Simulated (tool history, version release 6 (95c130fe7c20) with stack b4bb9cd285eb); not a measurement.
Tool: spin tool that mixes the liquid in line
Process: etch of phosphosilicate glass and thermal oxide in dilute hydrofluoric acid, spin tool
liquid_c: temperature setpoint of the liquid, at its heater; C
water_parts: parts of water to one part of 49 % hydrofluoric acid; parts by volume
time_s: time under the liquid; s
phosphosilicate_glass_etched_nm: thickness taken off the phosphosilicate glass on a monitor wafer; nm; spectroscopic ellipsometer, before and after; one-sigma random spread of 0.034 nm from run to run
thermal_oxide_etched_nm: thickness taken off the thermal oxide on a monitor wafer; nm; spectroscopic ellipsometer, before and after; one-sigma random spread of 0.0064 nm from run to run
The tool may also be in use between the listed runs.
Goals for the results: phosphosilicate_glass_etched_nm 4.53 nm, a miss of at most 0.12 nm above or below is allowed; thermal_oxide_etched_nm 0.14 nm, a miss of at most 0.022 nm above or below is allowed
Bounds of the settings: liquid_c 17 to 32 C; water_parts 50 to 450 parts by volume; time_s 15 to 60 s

run    day  liquid_c  water_parts  time_s  phosphosilicate_glass_etched_nm  thermal_oxide_etched_nm
  1      0        24          250      30                           12.675                  0.36908
  2  0.188        24          250      40                            16.65                  0.54219
  3  0.562        24          335      40                           11.472                  0.34862
  4  0.875        24          370      40                           10.086                  0.30813
  5  1.117        24          435      40                           8.0249                  0.23935
  6  1.179        24          435      30                           6.0925                  0.18383
  7  1.479        24          435      30                           6.0324                  0.18764
  8  1.729        22          440      30                            5.517                  0.16846
  9  1.925      20.5          445      30                           5.2598                  0.15863
 10  2.258      19.5          445      30                           5.0594                  0.15332
 11  2.433        19          445      30                           4.9925                  0.13556
 12  2.533        21          450      25                           4.3084                  0.13024

Below are 4 possible settings for the next run. Only one of them brings all results inside the allowed miss of their targets. Which is it?
  A  2.633        17          300      15                                ?                        ?
  B  2.633        17          430      25                                ?                        ?
  C  2.633        24          400      20                                ?                        ?
  D  2.633      28.5          385      15                                ?                        ?

move  phosphosilicate_glass_etched_nm  thermal_oxide_etched_nm
   A                           3.8456                  0.12204
   B                           4.0124                  0.12734
   C                           4.4856                  0.14235
   D                           4.0881                  0.12974
A: misses by more than the last run did
B: misses by more than the last run did
C: all results land within tolerance of their targets
D: misses by more than the last run did
Go with C: it meets all targets.

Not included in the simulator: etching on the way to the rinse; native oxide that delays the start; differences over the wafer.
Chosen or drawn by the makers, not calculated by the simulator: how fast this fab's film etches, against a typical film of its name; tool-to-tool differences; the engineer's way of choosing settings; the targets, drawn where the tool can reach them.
